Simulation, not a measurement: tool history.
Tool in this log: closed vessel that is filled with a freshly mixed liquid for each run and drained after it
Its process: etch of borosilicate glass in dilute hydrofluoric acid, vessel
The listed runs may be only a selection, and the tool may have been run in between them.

run,hour,temperature setpoint of the liquid (K),parts of water to one part of 49 % hydrofluoric acid (parts by volume),time in the liquid (s),thickness taken off the borosilicate glass on a monitor wafer (Å)
1,0.0,294.15,235,30,39.798
2,3.4,294.15,235,30,40.020
3,12.7,294.15,165,30,61.322
4,21.3,294.15,240,30,39.357
5,27.5,296.65,240,30,42.940
6,30.7,297.15,235,30,45.074
7,33.3,297.65,230,30,46.322
8,37.5,301.65,190,30,68.658

Expected results for the next run?
9,43.1,301.15,190,30,?

{"run 9": {"thickness taken off the borosilicate glass on a monitor wafer (Å)": 66.86}}
